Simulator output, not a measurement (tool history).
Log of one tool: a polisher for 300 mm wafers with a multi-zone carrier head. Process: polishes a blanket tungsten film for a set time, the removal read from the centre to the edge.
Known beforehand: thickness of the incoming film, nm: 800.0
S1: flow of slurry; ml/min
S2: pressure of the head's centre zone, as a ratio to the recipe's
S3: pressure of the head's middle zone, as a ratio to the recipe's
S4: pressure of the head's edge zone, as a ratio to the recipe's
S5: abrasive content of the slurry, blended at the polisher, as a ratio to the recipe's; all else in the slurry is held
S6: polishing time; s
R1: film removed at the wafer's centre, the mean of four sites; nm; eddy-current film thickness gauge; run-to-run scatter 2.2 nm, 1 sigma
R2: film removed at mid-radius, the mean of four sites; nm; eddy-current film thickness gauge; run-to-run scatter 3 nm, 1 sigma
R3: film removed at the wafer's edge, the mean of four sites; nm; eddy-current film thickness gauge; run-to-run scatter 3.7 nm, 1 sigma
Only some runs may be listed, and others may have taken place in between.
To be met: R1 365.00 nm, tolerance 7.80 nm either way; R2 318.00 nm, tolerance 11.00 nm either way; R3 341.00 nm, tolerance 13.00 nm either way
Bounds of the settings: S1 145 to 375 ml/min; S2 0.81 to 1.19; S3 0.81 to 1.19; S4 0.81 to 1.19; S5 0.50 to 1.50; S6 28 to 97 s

Run 1, hour 0.0: S1 240 ml/min, S2 1.00, S3 1.00, S4 1.00, S5 1.00, S6 62 s. Result: R1 227.43 nm, R2 225.24 nm, R3 219.80 nm.
Run 2, hour 5.4: S1 195 ml/min, S2 1.00, S3 1.00, S4 1.00, S5 1.00, S6 62 s. Result: R1 220.89 nm, R2 222.77 nm, R3 216.42 nm.
Run 3, hour 8.4: S1 195 ml/min, S2 1.00, S3 1.04, S4 1.00, S5 1.00, S6 62 s. Result: R1 220.37 nm, R2 225.01 nm, R3 219.27 nm.
Run 4, hour 12.4: S1 195 ml/min, S2 1.00, S3 1.04, S4 1.00, S5 1.00, S6 68 s. Result: R1 242.45 nm, R2 251.99 nm, R3 238.79 nm.
Run 5, hour 19.0: S1 195 ml/min, S2 1.00, S3 0.95, S4 1.00, S5 1.00, S6 68 s. Result: R1 243.18 nm, R2 232.54 nm, R3 243.07 nm.
Run 6, hour 20.8: S1 195 ml/min, S2 1.00, S3 0.95, S4 1.07, S5 1.00, S6 68 s. Result: R1 240.02 nm, R2 230.22 nm, R3 249.13 nm.
Run 7, hour 27.1: S1 200 ml/min, S2 1.02, S3 0.96, S4 1.08, S5 1.10, S6 70 s. Result: R1 259.73 nm, R2 247.45 nm, R3 265.93 nm.
At hour 34.2: worn pad replaced by a new one.
Run 8, hour 34.2: S1 205 ml/min, S2 1.04, S3 0.97, S4 1.09, S5 1.15, S6 71 s. Result: R1 309.52 nm, R2 293.85 nm, R3 307.45 nm.
Run 9, hour 38.4: S1 225 ml/min, S2 1.04, S3 0.96, S4 1.09, S5 1.15, S6 71 s. Result: R1 312.81 nm, R2 285.48 nm, R3 307.36 nm.
Run 10, hour 39.5: S1 240 ml/min, S2 1.04, S3 0.96, S4 1.09, S5 1.15, S6 71 s. Result: R1 316.48 nm, R2 297.22 nm, R3 308.53 nm.
Run 11, hour 43.6: S1 255 ml/min, S2 1.04, S3 0.95, S4 1.09, S5 1.15, S6 71 s. Result: R1 319.87 nm, R2 294.49 nm, R3 310.90 nm.

Consider the 4 candidate settings below. Which is the only one whose results all fall within their allowed miss of target?
Run A, hour 47.7: S1 240 ml/min, S2 1.08, S3 0.92, S4 1.05, S5 1.20, S6 78 s. Result: R1 ?, R2 ?, R3 ?.
Run B, hour 47.7: S1 225 ml/min, S2 1.15, S3 0.87, S4 1.18, S5 1.25, S6 73 s. Result: R1 ?, R2 ?, R3 ?.
Run C, hour 47.7: S1 190 ml/min, S2 1.07, S3 0.95, S4 1.09, S5 1.45, S6 75 s. Result: R1 ?, R2 ?, R3 ?.
Run D, hour 47.7: S1 265 ml/min, S2 1.00, S3 0.87, S4 1.19, S5 1.40, S6 77 s. Result: R1 ?, R2 ?, R3 ?.

move      R1      R2      R3
   A  367.29  316.51  341.29
   B  366.70  287.21  340.62
   C  354.92  315.76  342.72
   D  352.60  317.49  376.22
A: meets every target
B: puts the biggest miss on target and leaves a different result outside tolerance
C: nearer the targets than the last run, but a result is still out of spec
D: nearer the targets than the last run, but a result is still out of spec
The right move is A.
